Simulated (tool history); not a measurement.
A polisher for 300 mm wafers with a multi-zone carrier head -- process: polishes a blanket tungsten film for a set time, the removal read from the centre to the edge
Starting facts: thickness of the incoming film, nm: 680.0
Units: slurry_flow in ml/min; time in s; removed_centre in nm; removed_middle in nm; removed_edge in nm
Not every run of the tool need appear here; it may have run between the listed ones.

run,hour,slurry_flow,centre_zone,middle_zone,edge_zone,slurry_solids,time,removed_centre,removed_middle,removed_edge
1,0,260,1,1,1,1,53,221.16,220.85,224.34
2,8.9,230,1,1,1,1,53,224.51,218.59,216.74
3,13.3,235,0.99,0.98,1.01,1,53,224.95,214.27,217.95
4,18.6,245,0.97,0.96,1.02,1,53,216.19,213.56,222.89
5,23.7,245,0.97,1.04,1.02,1,53,218.15,222.46,223.73
6,29.6,240,0.96,1.01,1.04,1,53,217,217.56,221.73

Predict the results of run 7:
7,37.1,240,0.95,0.98,1.05,1,53,?,?,?

removed_centre: 215 nm
removed_middle: 212.99 nm
removed_edge: 218.95 nm

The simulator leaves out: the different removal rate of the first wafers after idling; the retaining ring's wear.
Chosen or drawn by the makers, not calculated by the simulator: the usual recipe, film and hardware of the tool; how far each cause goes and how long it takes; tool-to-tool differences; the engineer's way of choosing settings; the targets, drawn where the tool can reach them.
